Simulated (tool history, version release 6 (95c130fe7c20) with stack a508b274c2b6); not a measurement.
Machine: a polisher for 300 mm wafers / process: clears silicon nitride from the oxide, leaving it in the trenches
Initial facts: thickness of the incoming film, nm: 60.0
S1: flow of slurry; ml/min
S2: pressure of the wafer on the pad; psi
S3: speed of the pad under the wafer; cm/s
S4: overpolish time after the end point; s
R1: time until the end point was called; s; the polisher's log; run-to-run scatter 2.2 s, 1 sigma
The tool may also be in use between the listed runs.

Run 1, hour 0: S1 130 ml/min, S2 2.5 psi, S3 78 cm/s, S4 42 s. Result: R1 93.051 s.
Run 2, hour 3.3: S1 130 ml/min, S2 2.3 psi, S3 78 cm/s, S4 42 s. Result: R1 101.58 s.
Run 3, hour 9.5: S1 130 ml/min, S2 2.3 psi, S3 94 cm/s, S4 42 s. Result: R1 86.32 s.
Run 4, hour 12.2: S1 130 ml/min, S2 2.1 psi, S3 94 cm/s, S4 42 s. Result: R1 94.432 s.
Run 5, hour 20.6: S1 130 ml/min, S2 2.1 psi, S3 82 cm/s, S4 42 s. Result: R1 110.39 s.
Run 6, hour 26.5: S1 130 ml/min, S2 2.5 psi, S3 82 cm/s, S4 42 s. Result: R1 90.278 s.

What does the tool deliver on the next run?
Run 7, hour 28.5: S1 130 ml/min, S2 2.3 psi, S3 82 cm/s, S4 42 s. Result: R1 ?.

For run 7 the tool returned R1 97.556 s.
